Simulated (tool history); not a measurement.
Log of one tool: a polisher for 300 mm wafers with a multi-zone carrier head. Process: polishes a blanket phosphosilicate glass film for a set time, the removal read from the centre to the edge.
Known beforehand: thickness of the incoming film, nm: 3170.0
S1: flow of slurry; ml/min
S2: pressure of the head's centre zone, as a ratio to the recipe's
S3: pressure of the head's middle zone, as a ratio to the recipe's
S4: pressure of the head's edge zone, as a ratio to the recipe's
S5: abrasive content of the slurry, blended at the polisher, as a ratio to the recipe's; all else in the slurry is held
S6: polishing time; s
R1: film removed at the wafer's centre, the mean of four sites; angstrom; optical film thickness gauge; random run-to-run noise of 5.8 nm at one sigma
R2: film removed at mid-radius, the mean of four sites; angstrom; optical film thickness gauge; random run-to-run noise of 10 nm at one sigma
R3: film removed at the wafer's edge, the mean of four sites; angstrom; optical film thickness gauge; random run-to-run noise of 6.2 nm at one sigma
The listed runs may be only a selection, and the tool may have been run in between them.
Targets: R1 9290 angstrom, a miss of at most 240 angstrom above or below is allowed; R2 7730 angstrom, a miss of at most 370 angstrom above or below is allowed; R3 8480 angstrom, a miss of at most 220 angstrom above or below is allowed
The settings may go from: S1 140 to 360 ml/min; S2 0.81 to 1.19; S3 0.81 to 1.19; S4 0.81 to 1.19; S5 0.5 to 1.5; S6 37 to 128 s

run	hour	S1	S2	S3	S4	S5	S6	R1	R2	R3
1	0	230	1	1	1	1	82	6147.1	6131.4	6163.5
2	2.1	210	1	1	1	1	82	6063.5	5908.9	6129.9
3	10	210	1	1	1	1	70	5150.8	5121.5	5253.1
4	12.9	220	1.03	1	1.03	1.1	72	5746.3	5616.7	5676.1
5	17.3	220	1.03	1	1.03	1.1	86	6804.6	6564.2	6737.3
6	21.7	225	1.05	0.99	1.05	1.15	86	7140.3	6626.9	7008.2
7	29.6	235	1.07	0.99	1.07	1.2	86	7483.2	6562.2	7230.2
8	31.3	265	1.16	1.09	1.15	1.45	87	8845.1	8067.3	8272.7
9	39	270	1.16	1.08	1.15	1.45	87	8822.8	7943.9	8239.4
10	42.3	270	1.16	1.07	1.15	1.45	87	8941.9	7849.6	8158.5

Next run, 5 choices. One meets every target within its allowed miss, the rest don't. Which?
A	45.6	280	1.04	1.01	1.16	1.5	90	?	?	?
B	45.6	295	1.18	1.06	1.12	1.4	85	?	?	?
C	45.6	260	1.06	1.06	1.19	1.5	90	?	?	?
D	45.6	305	1.19	1.03	1.07	1.15	95	?	?	?
E	45.6	235	1.18	1.01	1.18	1.35	92	?	?	?

move	R1	R2	R3
A	8444.1	7967.1	8675.1
B	8883.1	7677.5	7871.5
C	8545	8242.4	8740.1
D	9303	7779.6	7984.4
E	9258.3	7701.1	8502.3
A: meets the target for the result that was furthest off, but another lies outside its allowed miss
B: the biggest miss grows against the last run
C: takes the biggest miss from the last run beyond its target
D: the biggest miss grows against the last run
E: every result lands within tolerance
E is the move that brings every result within its allowed miss.
